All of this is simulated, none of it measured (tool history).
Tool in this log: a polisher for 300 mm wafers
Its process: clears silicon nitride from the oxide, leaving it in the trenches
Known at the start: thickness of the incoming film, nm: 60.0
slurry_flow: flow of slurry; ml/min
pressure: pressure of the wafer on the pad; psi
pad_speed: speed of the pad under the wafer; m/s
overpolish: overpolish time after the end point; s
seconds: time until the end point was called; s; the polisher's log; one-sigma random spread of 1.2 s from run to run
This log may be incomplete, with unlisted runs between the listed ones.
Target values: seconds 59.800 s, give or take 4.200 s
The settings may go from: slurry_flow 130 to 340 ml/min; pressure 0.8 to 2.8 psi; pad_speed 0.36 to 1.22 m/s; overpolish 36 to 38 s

run 1 day=0.000 | slurry_flow=220 pressure=1.8 pad_speed=0.78 overpolish=36 | seconds=99.263
run 2 day=0.033 | slurry_flow=220 pressure=1.8 pad_speed=0.94 overpolish=36 | seconds=83.384
run 3 day=0.204 | slurry_flow=220 pressure=1.9 pad_speed=0.94 overpolish=36 | seconds=82.760
run 4 day=0.438 | slurry_flow=220 pressure=2.0 pad_speed=0.96 overpolish=36 | seconds=74.934
run 5 day=0.512 | slurry_flow=220 pressure=2.2 pad_speed=0.98 overpolish=36 | seconds=68.275
run 6 day=0.583 | slurry_flow=175 pressure=2.2 pad_speed=0.98 overpolish=36 | seconds=70.232
run 7 day=0.808 | slurry_flow=175 pressure=2.4 pad_speed=1.00 overpolish=36 | seconds=65.580
run 8 day=0.908 | slurry_flow=175 pressure=2.4 pad_speed=1.00 overpolish=36 | seconds=62.814

Pick the move, out of 5, that brings all results within their allowed miss; only one does.
run A day=1.008 | slurry_flow=185 pressure=2.1 pad_speed=0.98 overpolish=36 | seconds=?
run B day=1.008 | slurry_flow=175 pressure=2.7 pad_speed=0.80 overpolish=36 | seconds=?
run C day=1.008 | slurry_flow=135 pressure=2.6 pad_speed=1.04 overpolish=38 | seconds=?
run D day=1.008 | slurry_flow=140 pressure=2.1 pad_speed=1.10 overpolish=36 | seconds=?
run E day=1.008 | slurry_flow=175 pressure=2.4 pad_speed=0.92 overpolish=38 | seconds=?

move=A seconds=73.766
move=B seconds=69.575
move=C seconds=61.344
move=D seconds=70.051
move=E seconds=69.563
A: the biggest miss grows against the last run
B: the biggest miss grows against the last run
C: every result lands within tolerance
D: the biggest miss grows against the last run
E: the biggest miss grows against the last run
The move that meets every target is C.
